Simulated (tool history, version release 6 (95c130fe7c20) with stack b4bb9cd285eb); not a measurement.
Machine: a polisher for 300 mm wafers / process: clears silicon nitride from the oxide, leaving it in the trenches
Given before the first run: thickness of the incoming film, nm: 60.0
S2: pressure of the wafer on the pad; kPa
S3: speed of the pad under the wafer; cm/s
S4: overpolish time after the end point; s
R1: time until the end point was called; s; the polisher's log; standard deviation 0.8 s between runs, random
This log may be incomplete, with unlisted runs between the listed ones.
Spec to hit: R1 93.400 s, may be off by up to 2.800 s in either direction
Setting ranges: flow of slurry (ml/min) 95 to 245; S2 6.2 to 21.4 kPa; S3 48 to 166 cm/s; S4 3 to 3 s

{"run": 1, "hour": 0.0, "flow of slurry (ml/min)": 155, "S2": 13.8, "S3": 106, "S4": 3, "R1": 73.803}
{"run": 2, "hour": 0.7, "flow of slurry (ml/min)": 150, "S2": 13.1, "S3": 106, "S4": 3, "R1": 76.47}
{"run": 3, "hour": 3.0, "flow of slurry (ml/min)": 150, "S2": 13.1, "S3": 106, "S4": 3, "R1": 76.886}
{"run": 4, "hour": 7.2, "flow of slurry (ml/min)": 150, "S2": 13.1, "S3": 106, "S4": 3, "R1": 77.026}
{"run": 5, "hour": 12.3, "flow of slurry (ml/min)": 150, "S2": 13.1, "S3": 106, "S4": 3, "R1": 77.063}
{"run": 6, "hour": 20.3, "flow of slurry (ml/min)": 150, "S2": 12.4, "S3": 106, "S4": 3, "R1": 79.561}
{"run": 7, "hour": 22.2, "flow of slurry (ml/min)": 150, "S2": 11.7, "S3": 106, "S4": 3, "R1": 84.204}
{"run": 8, "hour": 30.8, "flow of slurry (ml/min)": 145, "S2": 11.0, "S3": 106, "S4": 3, "R1": 86.372}
{"run": 9, "hour": 37.6, "flow of slurry (ml/min)": 145, "S2": 9.7, "S3": 106, "S4": 3, "R1": 98.054}

Which of these 4 next moves meets every target?
{"run": "A", "hour": 44.4, "flow of slurry (ml/min)": 145, "S2": 9.7, "S3": 102, "S4": 3, "R1": "?"}
{"run": "B", "hour": 44.4, "flow of slurry (ml/min)": 135, "S2": 9.7, "S3": 120, "S4": 3, "R1": "?"}
{"run": "C", "hour": 44.4, "flow of slurry (ml/min)": 95, "S2": 11.0, "S3": 112, "S4": 3, "R1": "?"}
{"run": "D", "hour": 44.4, "flow of slurry (ml/min)": 120, "S2": 12.4, "S3": 100, "S4": 3, "R1": "?"}

move=A R1=100.960
move=B R1=87.503
move=C R1=93.148
move=D R1=89.023
A: moves away from the targets compared with the last run
B: carries the result that was furthest off beyond its target, to the other side
C: all results in spec
D: carries the result that was furthest off beyond its target, to the other side
Answer: C

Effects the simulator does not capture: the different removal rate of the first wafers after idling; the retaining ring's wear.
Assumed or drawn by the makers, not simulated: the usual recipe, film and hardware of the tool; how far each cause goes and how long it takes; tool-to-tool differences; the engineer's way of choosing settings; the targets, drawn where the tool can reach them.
